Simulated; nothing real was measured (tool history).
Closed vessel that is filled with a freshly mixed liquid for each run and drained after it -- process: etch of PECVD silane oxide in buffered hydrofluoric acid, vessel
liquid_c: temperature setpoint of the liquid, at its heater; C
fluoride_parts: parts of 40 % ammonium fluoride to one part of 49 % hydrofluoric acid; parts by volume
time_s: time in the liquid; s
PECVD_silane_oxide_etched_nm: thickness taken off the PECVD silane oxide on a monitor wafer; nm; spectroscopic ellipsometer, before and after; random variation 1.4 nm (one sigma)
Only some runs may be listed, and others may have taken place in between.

| run | hour | liquid_c | fluoride_parts | time_s | PECVD_silane_oxide_etched_nm |
|---|---|---|---|---|---|
| 1 | 0 | 22 | 13 | 95 | 315.74 |
| 2 | 7 | 24 | 13 | 95 | 348.05 |
| 3 | 12 | 25.5 | 13 | 95 | 380.83 |
| 4 | 13.2 | 26.5 | 13 | 95 | 402.22 |
| 5 | 19.7 | 27 | 13 | 95 | 411.78 |
| 6 | 27.2 | 27 | 15 | 95 | 357.16 |

Expected results for the next run?
| 7 | 33.1 | 28 | 14.5 | 95 | ? |

{"run 7": {"PECVD_silane_oxide_etched_nm": 389.1}}
